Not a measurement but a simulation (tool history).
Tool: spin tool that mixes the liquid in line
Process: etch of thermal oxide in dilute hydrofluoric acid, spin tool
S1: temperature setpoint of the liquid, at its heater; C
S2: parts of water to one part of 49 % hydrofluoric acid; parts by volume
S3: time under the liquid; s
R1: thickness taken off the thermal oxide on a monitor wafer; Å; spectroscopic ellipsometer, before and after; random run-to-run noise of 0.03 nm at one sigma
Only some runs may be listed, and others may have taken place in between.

run	hour	S1	S2	S3	R1
1	0	25	215	305	64.743
2	5.1	25	270	305	47.594
3	10.6	23.5	280	305	42.866
4	14.4	23.5	280	330	46.936
5	20.9	22	280	330	44.427
6	25.9	19	280	330	39.727
7	31.9	18.5	285	330	37.996

The next listed run, before its measurement:
8	37.5	18	290	330	?

Run 8 yielded R1 36.441 Å.
